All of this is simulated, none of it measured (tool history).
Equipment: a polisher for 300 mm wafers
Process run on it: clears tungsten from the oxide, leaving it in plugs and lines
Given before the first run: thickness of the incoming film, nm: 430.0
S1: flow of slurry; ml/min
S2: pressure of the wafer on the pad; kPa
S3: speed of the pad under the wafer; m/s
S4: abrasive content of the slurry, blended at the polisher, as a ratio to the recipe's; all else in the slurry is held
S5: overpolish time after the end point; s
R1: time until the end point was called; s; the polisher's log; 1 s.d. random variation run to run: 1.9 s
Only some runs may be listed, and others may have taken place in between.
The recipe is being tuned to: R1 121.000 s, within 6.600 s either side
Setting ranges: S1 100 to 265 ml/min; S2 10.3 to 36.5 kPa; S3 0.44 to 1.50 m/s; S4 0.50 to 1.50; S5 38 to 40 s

run,hour,S1,S2,S3,S4,S5,R1
1,0.0,170,23.4,0.96,1.00,38,98.276
2,1.8,170,22.1,0.96,1.00,38,102.860
3,7.2,170,25.5,0.96,1.00,38,86.781
4,10.7,190,25.5,0.96,1.00,38,89.067
5,14.8,190,24.1,0.96,1.00,38,93.373
6,18.0,190,24.1,1.16,1.00,38,77.228
# hour 20.8: worn pad replaced by a new one
7,20.8,190,21.4,1.14,1.00,38,78.569
8,28.2,185,18.6,1.10,1.00,38,91.975
9,35.0,185,16.5,1.08,1.00,38,107.240
10,41.3,185,15.9,1.08,1.00,38,111.580
11,49.9,185,15.9,1.08,1.00,38,108.880

Which single option among these 4 for the next run brings every result within its allowed miss of target? Just one does.
A,58.5,155,15.9,1.00,1.10,40,?
B,58.5,180,15.9,1.14,1.05,39,?
C,58.5,185,15.9,1.18,0.95,39,?
D,58.5,180,17.2,1.06,0.95,40,?

move,R1
A,124.210
B,107.470
C,105.390
D,109.030
A: in spec on every target
B: lands further from the targets than the last run did
C: lands further from the targets than the last run did
D: roughly where the last run was
The right move is A.

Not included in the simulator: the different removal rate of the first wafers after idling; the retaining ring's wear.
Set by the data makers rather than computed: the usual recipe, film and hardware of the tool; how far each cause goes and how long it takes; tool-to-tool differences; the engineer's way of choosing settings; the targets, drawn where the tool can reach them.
